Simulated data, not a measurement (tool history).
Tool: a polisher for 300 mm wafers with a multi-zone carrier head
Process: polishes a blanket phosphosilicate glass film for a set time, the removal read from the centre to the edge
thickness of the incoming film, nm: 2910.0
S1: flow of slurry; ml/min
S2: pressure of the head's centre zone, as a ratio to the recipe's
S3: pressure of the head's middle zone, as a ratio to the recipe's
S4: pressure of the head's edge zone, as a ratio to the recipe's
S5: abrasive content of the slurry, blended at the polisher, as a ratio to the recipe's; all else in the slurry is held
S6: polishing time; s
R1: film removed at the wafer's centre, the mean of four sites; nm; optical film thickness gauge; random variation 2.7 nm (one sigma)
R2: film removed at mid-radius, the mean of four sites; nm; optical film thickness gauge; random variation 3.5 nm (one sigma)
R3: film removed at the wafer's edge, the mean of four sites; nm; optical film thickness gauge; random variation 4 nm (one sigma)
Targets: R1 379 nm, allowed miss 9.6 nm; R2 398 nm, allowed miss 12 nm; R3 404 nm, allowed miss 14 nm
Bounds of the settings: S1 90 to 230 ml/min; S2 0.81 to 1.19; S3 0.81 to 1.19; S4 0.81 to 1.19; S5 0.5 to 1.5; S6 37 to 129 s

| run | hour | S1 | S2 | S3 | S4 | S5 | S6 | R1 | R2 | R3 |
|---|---|---|---|---|---|---|---|---|---|---|
| 1 | 0 | 150 | 1 | 1 | 1 | 1 | 83 | 684.29 | 669.45 | 679.15 |
| 2 | 5.3 | 150 | 1 | 1.06 | 1 | 1 | 83 | 688.17 | 709.1 | 678.18 |
| 3 | 11.9 | 145 | 0.98 | 1.03 | 0.97 | 0.9 | 80 | 626.2 | 641.55 | 619.76 |
| 4 | 16.9 | 145 | 0.98 | 1.03 | 0.97 | 0.8 | 80 | 589.18 | 621.82 | 591.36 |
| 5 | 24.9 | 140 | 0.96 | 1 | 0.95 | 0.75 | 77 | 548.19 | 558.83 | 565.82 |
| 6 | 27.5 | 140 | 0.96 | 1 | 0.89 | 0.75 | 77 | 552.23 | 565.03 | 546.79 |
| 7 | 28.6 | 140 | 0.95 | 0.99 | 0.88 | 0.7 | 74 | 515.98 | 532.51 | 507.17 |
| 8 | 36.9 | 140 | 0.93 | 0.97 | 0.87 | 0.65 | 72 | 481.56 | 493.17 | 473.38 |
|  | 41 | edge zone pressure recalibrated |
| 9 | 41 | 135 | 0.91 | 0.95 | 0.86 | 0.6 | 72 | 454.38 | 468.84 | 487.33 |
| 10 | 44.6 | 135 | 0.9 | 0.95 | 0.85 | 0.6 | 70 | 431.51 | 454.74 | 460.04 |
| 11 | 46.6 | 135 | 0.9 | 0.95 | 0.84 | 0.6 | 69 | 424.86 | 454.94 | 457.91 |
| 12 | 50.9 | 135 | 0.9 | 0.95 | 0.84 | 0.6 | 68 | 421.7 | 444.86 | 440.2 |
| 13 | 55.8 | 130 | 0.9 | 0.95 | 0.83 | 0.6 | 67 | 411.49 | 434.39 | 437.65 |
| 14 | 64.1 | 125 | 0.9 | 0.95 | 0.83 | 0.6 | 67 | 408.79 | 434.77 | 429.03 |
| 15 | 70.1 | 120 | 0.9 | 0.94 | 0.83 | 0.6 | 67 | 411.48 | 424.14 | 427.5 |
| 16 | 75.1 | 115 | 0.89 | 0.94 | 0.83 | 0.6 | 67 | 399.71 | 423.89 | 425.33 |
| 17 | 81.8 | 110 | 0.89 | 0.94 | 0.83 | 0.6 | 67 | 399.7 | 417.88 | 425.83 |
| 18 | 84 | 105 | 0.89 | 0.94 | 0.83 | 0.6 | 67 | 388.54 | 415.78 | 424.44 |

Which of these 4 next moves meets every target?
| A | 86.2 | 120 | 0.91 | 0.92 | 0.83 | 0.5 | 68 | ? | ? | ? |
| B | 86.2 | 100 | 0.89 | 0.93 | 0.81 | 0.6 | 65 | ? | ? | ? |
| C | 86.2 | 130 | 0.98 | 0.96 | 0.81 | 0.65 | 58 | ? | ? | ? |
| D | 86.2 | 145 | 0.92 | 0.96 | 0.81 | 0.55 | 64 | ? | ? | ? |

| move | R1 | R2 | R3 |
|---|---|---|---|
| A | 395.58 | 405.45 | 417.18 |
| B | 377.4 | 400.95 | 408.1 |
| C | 399.56 | 392.88 | 384.48 |
| D | 400.47 | 418.86 | 407.86 |
A: brings the result that was furthest off to its target, and leaves another outside
B: meets every target
C: brings the result that was furthest off to its target, and leaves another outside
D: further off than the last run
Move B is the one to make.
